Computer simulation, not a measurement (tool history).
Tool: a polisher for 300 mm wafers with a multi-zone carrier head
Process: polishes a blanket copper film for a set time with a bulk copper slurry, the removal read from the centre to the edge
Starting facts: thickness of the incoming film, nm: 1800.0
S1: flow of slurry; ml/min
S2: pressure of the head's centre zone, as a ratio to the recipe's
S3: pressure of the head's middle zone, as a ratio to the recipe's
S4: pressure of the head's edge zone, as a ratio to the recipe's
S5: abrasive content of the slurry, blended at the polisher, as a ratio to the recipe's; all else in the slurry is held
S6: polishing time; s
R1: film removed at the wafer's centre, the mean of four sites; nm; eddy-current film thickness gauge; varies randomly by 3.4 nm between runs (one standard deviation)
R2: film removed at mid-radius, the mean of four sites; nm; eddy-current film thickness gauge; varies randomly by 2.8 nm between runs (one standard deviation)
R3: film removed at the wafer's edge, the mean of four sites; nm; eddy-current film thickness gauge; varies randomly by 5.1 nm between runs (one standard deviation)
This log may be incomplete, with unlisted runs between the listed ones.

run    day   S1    S2    S3    S4   S5  S6      R1      R2      R3
  1      0  195     1     1     1    1  64   311.4  308.12  308.55
  2  0.171  205  0.98  1.04  1.03  1.1  64  300.01  327.53  324.74
  3  0.433  205  0.98  1.04  0.95  1.1  64   308.7  324.04  309.23
  4  0.479  205  1.06  1.04  0.95  1.1  64   331.4  324.61  304.96
  5  0.588  205  1.06  1.04  0.95  1.1  70  362.39  357.63  336.16
  6  0.717  205  1.13  1.04  0.95  1.1  70  379.65  357.28  333.51

Run 7 has not been measured yet. What should we expect?
  7  0.921  215  1.09  1.07  0.98  1.1  70   ?   ?   ?

{"run 7": {"R1": 377.12, "R2": 368.01, "R3": 336.1}}

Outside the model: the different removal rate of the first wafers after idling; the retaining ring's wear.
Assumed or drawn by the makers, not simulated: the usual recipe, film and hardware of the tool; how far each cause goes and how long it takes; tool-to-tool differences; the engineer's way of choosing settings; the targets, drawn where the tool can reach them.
